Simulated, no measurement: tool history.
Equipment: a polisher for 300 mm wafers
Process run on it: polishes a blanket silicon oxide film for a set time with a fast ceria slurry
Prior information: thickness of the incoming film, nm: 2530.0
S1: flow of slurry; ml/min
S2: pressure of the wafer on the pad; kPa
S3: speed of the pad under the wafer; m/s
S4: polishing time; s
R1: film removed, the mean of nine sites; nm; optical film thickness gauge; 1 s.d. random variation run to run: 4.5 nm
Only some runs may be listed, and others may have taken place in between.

run	hour	S1	S2	S3	S4	R1
1	0.0	135	21.4	1.22	54	1097.90
2	1.0	130	19.3	1.22	54	989.52
3	2.1	130	19.3	1.22	54	1002.60
4	6.1	125	17.2	1.22	54	880.68
5	15.1	120	16.5	1.22	54	838.34
6	21.6	120	16.5	1.22	54	833.74
7	27.4	110	15.9	1.22	54	797.97
8	28.9	105	15.2	1.22	54	744.17
9	36.6	100	15.2	1.22	54	736.78

Estimate the outcome of run 10 from the log above:
10	44.8	95	15.2	1.22	54	?

{"run 10": {"R1": 734.9}}
